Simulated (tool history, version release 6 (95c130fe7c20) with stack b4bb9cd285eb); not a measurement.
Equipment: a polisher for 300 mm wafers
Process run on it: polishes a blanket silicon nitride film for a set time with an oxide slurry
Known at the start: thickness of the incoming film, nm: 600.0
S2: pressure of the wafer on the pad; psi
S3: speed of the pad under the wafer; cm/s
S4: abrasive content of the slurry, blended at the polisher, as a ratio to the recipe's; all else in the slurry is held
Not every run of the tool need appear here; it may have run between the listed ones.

Run 1, hour 0: flow of slurry (ml/min) 120, S2 4.3 psi, S3 108 cm/s, S4 1, polishing time (s) 42. Result: film removed (nm) 27.32.
Run 2, hour 6.6: flow of slurry (ml/min) 115, S2 4.1 psi, S3 108 cm/s, S4 1, polishing time (s) 42. Result: film removed (nm) 25.882.
Run 3, hour 12.5: flow of slurry (ml/min) 115, S2 4.1 psi, S3 108 cm/s, S4 1, polishing time (s) 42. Result: film removed (nm) 25.745.
Run 4, hour 20.1: flow of slurry (ml/min) 110, S2 4 psi, S3 108 cm/s, S4 1, polishing time (s) 42. Result: film removed (nm) 24.642.
Run 5, hour 23: flow of slurry (ml/min) 140, S2 4 psi, S3 108 cm/s, S4 1, polishing time (s) 42. Result: film removed (nm) 27.381.
Run 6, hour 29.4: flow of slurry (ml/min) 130, S2 3.9 psi, S3 108 cm/s, S4 1, polishing time (s) 42. Result: film removed (nm) 25.725.
Run 7, hour 37.9: flow of slurry (ml/min) 120, S2 3.8 psi, S3 108 cm/s, S4 1, polishing time (s) 42. Result: film removed (nm) 24.352.
Run 8, hour 46.9: flow of slurry (ml/min) 115, S2 3.8 psi, S3 108 cm/s, S4 1, polishing time (s) 42. Result: film removed (nm) 23.874.
Run 9, hour 54.8: flow of slurry (ml/min) 110, S2 3.8 psi, S3 108 cm/s, S4 1, polishing time (s) 42. Result: film removed (nm) 23.627.
Run 10, hour 60.5: flow of slurry (ml/min) 105, S2 3.8 psi, S3 108 cm/s, S4 1, polishing time (s) 42. Result: film removed (nm) 23.878.
At hour 67.1: slurry nozzle cleaned.
Run 11, hour 67.1: flow of slurry (ml/min) 100, S2 3.7 psi, S3 108 cm/s, S4 1, polishing time (s) 42. Result: film removed (nm) 25.549.
Run 12, hour 73.6: flow of slurry (ml/min) 105, S2 3.5 psi, S3 108 cm/s, S4 1, polishing time (s) 42. Result: film removed (nm) 24.09.

For run 13, what comes out?
Run 13, hour 79.2: flow of slurry (ml/min) 105, S2 3.3 psi, S3 108 cm/s, S4 1, polishing time (s) 42. Result: film removed (nm) ?.

film removed (nm): 22.952
